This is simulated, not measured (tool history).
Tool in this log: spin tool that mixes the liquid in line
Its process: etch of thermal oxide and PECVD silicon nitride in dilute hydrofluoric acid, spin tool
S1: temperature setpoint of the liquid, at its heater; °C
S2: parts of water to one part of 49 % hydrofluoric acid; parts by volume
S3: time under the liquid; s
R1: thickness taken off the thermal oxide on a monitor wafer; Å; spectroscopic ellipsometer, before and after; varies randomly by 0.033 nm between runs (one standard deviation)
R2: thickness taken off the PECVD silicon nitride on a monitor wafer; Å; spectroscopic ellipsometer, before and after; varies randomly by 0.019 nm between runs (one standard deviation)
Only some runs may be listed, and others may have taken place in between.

run 1 hour=0.0 | S1=24.0 S2=45 S3=115 | R1=129.690 R2=95.258
run 2 hour=3.2 | S1=22.5 S2=45 S3=115 | R1=121.380 R2=85.795
run 3 hour=5.1 | S1=22.5 S2=45 S3=90 | R1=95.254 R2=66.963
run 4 hour=9.1 | S1=22.5 S2=60 S3=90 | R1=70.071 R2=50.166
run 5 hour=13.4 | S1=22.5 S2=60 S3=140 | R1=109.200 R2=78.709
run 6 hour=19.4 | S1=21.5 S2=60 S3=140 | R1=105.130 R2=73.108
run 7 hour=21.4 | S1=21.0 S2=60 S3=140 | R1=102.380 R2=71.192
run 8 hour=22.4 | S1=20.0 S2=60 S3=140 | R1=97.993 R2=66.198

Predict the results of run 9:
run 9 hour=26.0 | S1=18.0 S2=60 S3=140 | R1=? R2=?

R1: 89.627 Å
R2: 57.723 Å
